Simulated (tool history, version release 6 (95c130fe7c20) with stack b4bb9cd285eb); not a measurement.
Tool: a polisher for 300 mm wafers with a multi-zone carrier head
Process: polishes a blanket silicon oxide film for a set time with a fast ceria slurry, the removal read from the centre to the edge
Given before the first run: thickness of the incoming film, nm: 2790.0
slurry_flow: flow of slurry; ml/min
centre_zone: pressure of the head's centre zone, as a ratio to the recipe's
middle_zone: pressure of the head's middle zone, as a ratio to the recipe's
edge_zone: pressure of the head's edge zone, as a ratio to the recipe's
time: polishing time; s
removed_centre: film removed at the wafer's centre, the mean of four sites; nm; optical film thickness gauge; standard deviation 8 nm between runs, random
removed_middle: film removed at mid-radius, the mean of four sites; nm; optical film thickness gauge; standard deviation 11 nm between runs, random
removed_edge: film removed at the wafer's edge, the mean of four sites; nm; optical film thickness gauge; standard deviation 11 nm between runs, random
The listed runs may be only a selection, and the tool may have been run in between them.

{"run": 1, "hour": 0.0, "slurry_flow": 245, "centre_zone": 1, "middle_zone": 1, "edge_zone": 1, "time": 42, "removed_centre": 1170, "removed_middle": 1174, "removed_edge": 1133}
{"run": 2, "hour": 4.0, "slurry_flow": 240, "centre_zone": 0.97, "middle_zone": 0.98, "edge_zone": 1, "time": 41, "removed_centre": 1130.5, "removed_middle": 1112.1, "removed_edge": 1093.5}
{"run": 3, "hour": 7.4, "slurry_flow": 235, "centre_zone": 0.95, "middle_zone": 0.98, "edge_zone": 1.03, "time": 39, "removed_centre": 1063.8, "removed_middle": 1083, "removed_edge": 1023.3}
{"run": 4, "hour": 14.6, "slurry_flow": 235, "centre_zone": 0.95, "middle_zone": 0.91, "edge_zone": 1.03, "time": 39, "removed_centre": 1073.7, "removed_middle": 1015.2, "removed_edge": 1063.9}
{"run": 5, "hour": 17.4, "slurry_flow": 235, "centre_zone": 0.95, "middle_zone": 0.91, "edge_zone": 1.11, "time": 39, "removed_centre": 1045.4, "removed_middle": 984.8, "removed_edge": 1118.8}
{"run": 6, "hour": 23.1, "slurry_flow": 230, "centre_zone": 0.93, "middle_zone": 0.91, "edge_zone": 1.12, "time": 38, "removed_centre": 994.61, "removed_middle": 958.67, "removed_edge": 1087.3}

What does the tool deliver on the next run?
{"run": 7, "hour": 24.1, "slurry_flow": 200, "centre_zone": 0.83, "middle_zone": 0.87, "edge_zone": 1.05, "time": 31, "removed_centre": "?", "removed_middle": "?", "removed_edge": "?"}

For run 7 the tool returned removed_centre 770.36 nm, removed_middle 760 nm, removed_edge 838.17 nm.
